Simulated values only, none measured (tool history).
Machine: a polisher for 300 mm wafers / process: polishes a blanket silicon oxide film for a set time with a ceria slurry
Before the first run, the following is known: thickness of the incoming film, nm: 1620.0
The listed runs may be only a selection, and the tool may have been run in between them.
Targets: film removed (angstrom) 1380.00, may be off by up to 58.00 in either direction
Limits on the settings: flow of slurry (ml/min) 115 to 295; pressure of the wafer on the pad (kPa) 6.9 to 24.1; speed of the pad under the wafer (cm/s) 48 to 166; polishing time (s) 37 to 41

run    day  flow of slurry (ml/min)  pressure of the wafer on the pad (kPa)  speed of the pad under the wafer (cm/s)  polishing time (s)  film removed (angstrom)
  1  0.000                      190                                    15.2                                      106                  41                  1114.50
  2  0.058                      190                                    15.2                                       88                  41                   984.73
  3  0.096                      190                                    16.5                                       88                  41                  1031.30
  4  0.146                      190                                    17.9                                       90                  41                  1144.20
  5  0.338                      190                                    17.9                                      100                  41                  1219.30
  6  0.483                      190                                    18.6                                      100                  41                  1240.10
  7  0.633                      190                                    19.3                                      100                  41                  1284.40
  8  0.721                      190                                    20.0                                      100                  41                  1298.10

Exercise: of the 5 proposed moves below, exactly one satisfies all targets within the stated allowed misses. Which move is it?
  A  0.808                      175                                    18.6                                      104                  40                        ?
  B  0.808                      185                                    22.1                                      116                  41                        ?
  C  0.808                      190                                    16.5                                      104                  41                        ?
  D  0.808                      205                                    24.1                                       98                  41                        ?
  E  0.808                      205                                    18.6                                      132                  37                        ?

move  film removed (angstrom)
   A                  1235.30
   B                  1566.00
   C                  1184.30
   D                  1494.80
   E                  1407.20
A: its largest miss is bigger than the last run's
B: pushes the last run's worst result past its target
C: its largest miss is bigger than the last run's
D: pushes the last run's worst result past its target
E: hits every target within its allowed miss
Go with E: it meets all targets.
